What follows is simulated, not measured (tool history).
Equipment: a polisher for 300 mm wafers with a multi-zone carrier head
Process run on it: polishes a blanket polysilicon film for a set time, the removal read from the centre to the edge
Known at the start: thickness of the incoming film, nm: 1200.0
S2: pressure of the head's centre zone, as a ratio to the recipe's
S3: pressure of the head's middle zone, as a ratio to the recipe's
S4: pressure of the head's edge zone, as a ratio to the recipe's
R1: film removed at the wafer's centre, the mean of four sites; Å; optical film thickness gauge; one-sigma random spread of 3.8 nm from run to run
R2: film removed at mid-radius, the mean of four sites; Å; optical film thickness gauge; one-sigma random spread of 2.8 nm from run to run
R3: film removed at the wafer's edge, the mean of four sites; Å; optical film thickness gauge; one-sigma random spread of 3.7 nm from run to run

run 1 hour=0.0 | flow_of_slurry_(ml/min)=260 S2=1.00 S3=1.00 S4=1.00 polishing_time_(s)=59 | R1=4041.5 R2=4241.5 R3=4111.0
run 2 hour=7.2 | flow_of_slurry_(ml/min)=260 S2=1.01 S3=0.98 S4=0.97 polishing_time_(s)=55 | R1=3799.0 R2=3837.1 R3=3830.1
run 3 hour=9.3 | flow_of_slurry_(ml/min)=260 S2=1.01 S3=0.98 S4=0.97 polishing_time_(s)=44 | R1=3115.3 R2=3109.9 R3=3004.9
run 4 hour=13.2 | flow_of_slurry_(ml/min)=260 S2=1.01 S3=0.98 S4=1.00 polishing_time_(s)=44 | R1=3148.8 R2=3160.9 R3=3095.8
run 5 hour=18.5 | flow_of_slurry_(ml/min)=260 S2=1.02 S3=0.97 S4=0.97 polishing_time_(s)=44 | R1=3133.1 R2=3146.4 R3=3058.8
run 6 hour=20.5 | flow_of_slurry_(ml/min)=260 S2=0.97 S3=0.97 S4=0.97 polishing_time_(s)=44 | R1=2994.3 R2=3121.3 R3=2958.2
run 7 hour=27.3 | flow_of_slurry_(ml/min)=260 S2=0.99 S3=0.95 S4=0.94 polishing_time_(s)=44 | R1=3088.5 R2=3054.1 R3=2945.3
run 8 hour=34.5 | flow_of_slurry_(ml/min)=255 S2=0.99 S3=0.94 S4=0.93 polishing_time_(s)=44 | R1=2976.4 R2=3063.0 R3=2985.4

Run 9 comes next. What will it give?
run 9 hour=41.8 | flow_of_slurry_(ml/min)=270 S2=1.01 S3=0.94 S4=0.93 polishing_time_(s)=43 | R1=? R2=? R3=?

{"run 9": {"R1": 3047.8, "R2": 3012.7, "R3": 2892.9}}
